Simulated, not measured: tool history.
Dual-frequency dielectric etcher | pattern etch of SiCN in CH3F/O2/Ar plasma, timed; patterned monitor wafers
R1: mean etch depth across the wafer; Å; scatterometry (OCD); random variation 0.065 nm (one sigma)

{"run": 1, "hour": 0.0, "source power (W)": 310, "bias power (W)": 73, "etch time (s)": 52.0, "R1": 170.8}
{"run": 2, "hour": 1.6, "source power (W)": 280, "bias power (W)": 73, "etch time (s)": 52.0, "R1": 164.41}
{"run": 3, "hour": 4.3, "source power (W)": 260, "bias power (W)": 69, "etch time (s)": 52.0, "R1": 153.95}
{"run": 4, "hour": 9.8, "source power (W)": 240, "bias power (W)": 68, "etch time (s)": 52.0, "R1": 148.09}
{"run": 5, "hour": 17.6, "source power (W)": 190, "bias power (W)": 68, "etch time (s)": 52.0, "R1": 130.38}
{"run": 6, "hour": 19.5, "source power (W)": 180, "bias power (W)": 68, "etch time (s)": 52.0, "R1": 125.9}

Forecast run 7:
{"run": 7, "hour": 28.0, "source power (W)": 220, "bias power (W)": 69, "etch time (s)": 52.0, "R1": "?"}

{"run 7": {"R1": 141.17}}
